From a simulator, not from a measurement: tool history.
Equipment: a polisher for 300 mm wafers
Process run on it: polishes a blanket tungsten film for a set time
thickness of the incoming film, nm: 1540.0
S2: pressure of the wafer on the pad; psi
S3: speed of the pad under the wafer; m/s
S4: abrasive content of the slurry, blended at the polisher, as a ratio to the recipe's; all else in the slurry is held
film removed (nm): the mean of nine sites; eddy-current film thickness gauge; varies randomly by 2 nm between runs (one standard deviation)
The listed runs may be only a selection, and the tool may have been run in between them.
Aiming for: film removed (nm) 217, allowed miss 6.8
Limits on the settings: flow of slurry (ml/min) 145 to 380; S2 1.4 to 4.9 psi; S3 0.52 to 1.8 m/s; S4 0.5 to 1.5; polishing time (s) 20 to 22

Run 1, day 0: flow of slurry (ml/min) 245, S2 3.1 psi, S3 1.16 m/s, S4 1, polishing time (s) 22. Result: film removed (nm) 110.89.
Run 2, day 0.2: flow of slurry (ml/min) 245, S2 3.5 psi, S3 1.18 m/s, S4 1, polishing time (s) 22. Result: film removed (nm) 126.26.
Run 3, day 0.233: flow of slurry (ml/min) 245, S2 3.5 psi, S3 1.18 m/s, S4 1.15, polishing time (s) 22. Result: film removed (nm) 132.46.
Run 4, day 0.446: flow of slurry (ml/min) 245, S2 3.8 psi, S3 1.2 m/s, S4 1.15, polishing time (s) 22. Result: film removed (nm) 142.63.
Run 5, day 0.604: flow of slurry (ml/min) 245, S2 3.8 psi, S3 0.96 m/s, S4 1.15, polishing time (s) 22. Result: film removed (nm) 121.59.
Run 6, day 0.817: flow of slurry (ml/min) 185, S2 3.8 psi, S3 0.96 m/s, S4 1.15, polishing time (s) 22. Result: film removed (nm) 115.91.
Run 7, day 0.929: flow of slurry (ml/min) 255, S2 4.7 psi, S3 1.26 m/s, S4 1.15, polishing time (s) 22. Result: film removed (nm) 185.67.
Run 8, day 1.262: flow of slurry (ml/min) 260, S2 4.7 psi, S3 1.3 m/s, S4 1.15, polishing time (s) 22. Result: film removed (nm) 188.6.
Run 9, day 1.304: flow of slurry (ml/min) 260, S2 4.7 psi, S3 1.34 m/s, S4 1.15, polishing time (s) 22. Result: film removed (nm) 189.55.
Run 10, day 1.329: flow of slurry (ml/min) 265, S2 4.7 psi, S3 1.38 m/s, S4 1.15, polishing time (s) 22. Result: film removed (nm) 197.98.
Run 11, day 1.558: flow of slurry (ml/min) 265, S2 4.7 psi, S3 1.4 m/s, S4 1.15, polishing time (s) 22. Result: film removed (nm) 202.69.
Run 12, day 1.688: flow of slurry (ml/min) 270, S2 4.9 psi, S3 1.4 m/s, S4 1.15, polishing time (s) 22. Result: film removed (nm) 207.57.

Below are 4 possible settings for the next run. Only one of them brings all results inside the allowed miss of their targets. Which is it?
Run A, day 1.817: flow of slurry (ml/min) 235, S2 4.9 psi, S3 1.52 m/s, S4 1.1, polishing time (s) 22. Result: film removed (nm) ?.
Run B, day 1.817: flow of slurry (ml/min) 275, S2 4.8 psi, S3 1.44 m/s, S4 1.1, polishing time (s) 21. Result: film removed (nm) ?.
Run C, day 1.817: flow of slurry (ml/min) 265, S2 4.9 psi, S3 1.38 m/s, S4 1.2, polishing time (s) 21. Result: film removed (nm) ?.
Run D, day 1.817: flow of slurry (ml/min) 295, S2 3.7 psi, S3 1.7 m/s, S4 1.15, polishing time (s) 22. Result: film removed (nm) ?.

move  film removed (nm)
   A              218.1
   B             198.84
   C             200.34
   D              188.7
A: all results in spec
B: its largest miss is bigger than the last run's
C: its largest miss is bigger than the last run's
D: its largest miss is bigger than the last run's
So the answer is move A, the one that meets all the targets.
